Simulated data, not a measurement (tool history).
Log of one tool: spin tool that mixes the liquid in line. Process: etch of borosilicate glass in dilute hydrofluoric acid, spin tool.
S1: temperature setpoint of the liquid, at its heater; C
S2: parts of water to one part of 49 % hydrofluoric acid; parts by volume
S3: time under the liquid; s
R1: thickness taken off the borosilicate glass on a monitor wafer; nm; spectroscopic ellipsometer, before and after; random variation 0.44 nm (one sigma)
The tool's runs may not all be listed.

run,day,S1,S2,S3,R1
1,0.000,20.0,245,265,23.074
2,0.088,21.0,230,265,25.672
3,0.121,22.0,215,265,29.629
4,0.317,23.0,210,265,31.317
5,0.392,24.0,205,265,33.227
6,0.592,26.5,205,265,37.205
7,0.750,26.5,200,265,37.980

The next listed run, before its measurement:
8,0.996,28.0,170,265,?

Run 8 gave R1 48.727 nm.

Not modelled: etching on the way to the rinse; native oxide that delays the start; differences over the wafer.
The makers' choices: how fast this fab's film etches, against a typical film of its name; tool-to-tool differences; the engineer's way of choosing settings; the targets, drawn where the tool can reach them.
